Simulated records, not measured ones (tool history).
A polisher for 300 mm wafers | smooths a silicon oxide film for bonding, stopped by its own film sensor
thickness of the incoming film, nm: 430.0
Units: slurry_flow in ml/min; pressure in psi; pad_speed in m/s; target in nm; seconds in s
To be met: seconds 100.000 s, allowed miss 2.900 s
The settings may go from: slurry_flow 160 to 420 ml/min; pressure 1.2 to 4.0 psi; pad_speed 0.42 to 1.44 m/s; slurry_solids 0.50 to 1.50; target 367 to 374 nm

Run 1, hour 0.0: slurry_flow 270 ml/min, pressure 2.6 psi, pad_speed 0.92 m/s, slurry_solids 1.00, target 367 nm. Result: seconds 60.041 s.
Run 2, hour 8.4: slurry_flow 270 ml/min, pressure 2.6 psi, pad_speed 0.80 m/s, slurry_solids 1.00, target 367 nm. Result: seconds 66.618 s.
Run 3, hour 16.8: slurry_flow 335 ml/min, pressure 2.6 psi, pad_speed 0.80 m/s, slurry_solids 1.00, target 367 nm. Result: seconds 64.826 s.
Run 4, hour 24.1: slurry_flow 335 ml/min, pressure 2.6 psi, pad_speed 1.02 m/s, slurry_solids 1.00, target 367 nm. Result: seconds 56.284 s.
Run 5, hour 31.5: slurry_flow 335 ml/min, pressure 2.4 psi, pad_speed 1.02 m/s, slurry_solids 1.00, target 367 nm. Result: seconds 61.434 s.
Run 6, hour 33.9: slurry_flow 335 ml/min, pressure 2.4 psi, pad_speed 1.02 m/s, slurry_solids 1.00, target 374 nm. Result: seconds 53.820 s.
Run 7, hour 38.0: slurry_flow 335 ml/min, pressure 2.3 psi, pad_speed 0.98 m/s, slurry_solids 1.00, target 374 nm. Result: seconds 57.377 s.
Run 8, hour 45.7: slurry_flow 335 ml/min, pressure 2.2 psi, pad_speed 0.94 m/s, slurry_solids 1.00, target 374 nm. Result: seconds 61.427 s.
Run 9, hour 48.5: slurry_flow 335 ml/min, pressure 2.1 psi, pad_speed 0.92 m/s, slurry_solids 1.00, target 374 nm. Result: seconds 65.064 s.
Run 10, hour 56.1: slurry_flow 335 ml/min, pressure 2.0 psi, pad_speed 0.90 m/s, slurry_solids 1.00, target 374 nm. Result: seconds 67.724 s.
Run 11, hour 62.6: slurry_flow 335 ml/min, pressure 1.9 psi, pad_speed 0.88 m/s, slurry_solids 1.00, target 374 nm. Result: seconds 74.499 s.
Run 12, hour 63.7: slurry_flow 335 ml/min, pressure 1.8 psi, pad_speed 0.88 m/s, slurry_solids 1.00, target 374 nm. Result: seconds 76.758 s.
Run 13, hour 69.7: slurry_flow 325 ml/min, pressure 1.2 psi, pad_speed 0.82 m/s, slurry_solids 1.00, target 374 nm. Result: seconds 117.060 s.
Run 14, hour 75.2: slurry_flow 365 ml/min, pressure 1.5 psi, pad_speed 0.82 m/s, slurry_solids 1.00, target 374 nm. Result: seconds 94.176 s.
Run 15, hour 83.3: slurry_flow 325 ml/min, pressure 1.5 psi, pad_speed 0.82 m/s, slurry_solids 1.00, target 374 nm. Result: seconds 94.741 s.
Run 16, hour 88.1: slurry_flow 320 ml/min, pressure 1.5 psi, pad_speed 0.82 m/s, slurry_solids 1.00, target 374 nm. Result: seconds 95.485 s.
Run 17, hour 93.9: slurry_flow 310 ml/min, pressure 1.5 psi, pad_speed 0.82 m/s, slurry_solids 1.00, target 374 nm. Result: seconds 95.242 s.

Which of these 4 next moves meets every target?
Run A, hour 99.7: slurry_flow 380 ml/min, pressure 2.0 psi, pad_speed 0.50 m/s, slurry_solids 1.20, target 369 nm. Result: seconds ?.
Run B, hour 99.7: slurry_flow 300 ml/min, pressure 1.6 psi, pad_speed 0.94 m/s, slurry_solids 1.00, target 374 nm. Result: seconds ?.
Run C, hour 99.7: slurry_flow 360 ml/min, pressure 1.4 psi, pad_speed 0.92 m/s, slurry_solids 0.95, target 372 nm. Result: seconds ?.
Run D, hour 99.7: slurry_flow 330 ml/min, pressure 1.5 psi, pad_speed 0.84 m/s, slurry_solids 1.10, target 373 nm. Result: seconds ?.

move  seconds
   A   92.435
   B   83.816
   C  100.140
   D   92.190
A: further off than the last run
B: further off than the last run
C: meets every target
D: further off than the last run
Move C is the one to make.

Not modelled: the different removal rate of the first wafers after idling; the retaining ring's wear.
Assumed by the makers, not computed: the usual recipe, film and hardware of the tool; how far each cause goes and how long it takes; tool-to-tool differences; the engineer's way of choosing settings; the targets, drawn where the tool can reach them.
